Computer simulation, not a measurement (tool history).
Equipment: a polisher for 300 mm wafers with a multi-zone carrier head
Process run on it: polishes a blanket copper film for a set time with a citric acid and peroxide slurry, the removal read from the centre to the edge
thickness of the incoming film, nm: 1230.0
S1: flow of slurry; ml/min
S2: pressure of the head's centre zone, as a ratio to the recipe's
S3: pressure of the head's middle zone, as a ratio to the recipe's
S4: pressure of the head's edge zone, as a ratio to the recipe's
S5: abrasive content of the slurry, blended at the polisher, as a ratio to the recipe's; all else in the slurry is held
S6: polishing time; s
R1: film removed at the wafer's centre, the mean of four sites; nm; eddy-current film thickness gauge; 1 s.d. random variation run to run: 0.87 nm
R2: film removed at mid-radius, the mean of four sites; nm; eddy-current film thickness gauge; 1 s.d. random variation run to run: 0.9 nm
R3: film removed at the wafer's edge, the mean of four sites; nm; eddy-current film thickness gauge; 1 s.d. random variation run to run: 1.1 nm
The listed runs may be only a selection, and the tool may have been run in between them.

run	hour	S1	S2	S3	S4	S5	S6	R1	R2	R3
1	0	165	1	1	1	1	67	95.968	96.138	94.486
2	3.9	170	0.99	1.02	0.99	1	67	98.728	99.367	94.976
3	4.5	170	0.99	0.98	0.99	1	67	97.273	95.664	95.828
4	12.2	170	0.99	0.98	1.06	1	67	97.373	93.032	96.709
5	20.9	210	0.99	0.98	1.06	1	67	100.73	98.206	99.885
6	27.8	210	0.99	0.98	1.06	1.15	67	102.93	100.27	102.15
7	29.6	210	0.98	1.01	1.03	1.1	66	99.021	101.04	99.921
8	34.7	210	0.98	1.03	1.01	1.05	66	98.938	101.46	98.183

Forecast run 9:
9	37.7	205	0.97	1.05	0.99	1	66	?	?	?

{"run 9": {"R1": 96.746, "R2": 103.11, "R3": 93.609}}
